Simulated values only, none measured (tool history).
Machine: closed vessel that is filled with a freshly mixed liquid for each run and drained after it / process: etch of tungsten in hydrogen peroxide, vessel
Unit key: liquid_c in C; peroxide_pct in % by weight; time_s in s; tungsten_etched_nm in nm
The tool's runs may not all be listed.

run	hour	liquid_c	peroxide_pct	time_s	tungsten_etched_nm
1	0	47	17.5	30	27.28
2	8.3	47	17.5	30	27.195
3	13.7	47	19	30	28.339
4	21.1	46.5	19	30	27.649
5	24.4	46.5	16.5	30	25.841
6	29.9	46	16.5	30	24.936

Run 7, settings as shown, results not yet in. Your forecast:
7	33.7	45.5	16.5	30	?

tungsten_etched_nm: 24.284 nm

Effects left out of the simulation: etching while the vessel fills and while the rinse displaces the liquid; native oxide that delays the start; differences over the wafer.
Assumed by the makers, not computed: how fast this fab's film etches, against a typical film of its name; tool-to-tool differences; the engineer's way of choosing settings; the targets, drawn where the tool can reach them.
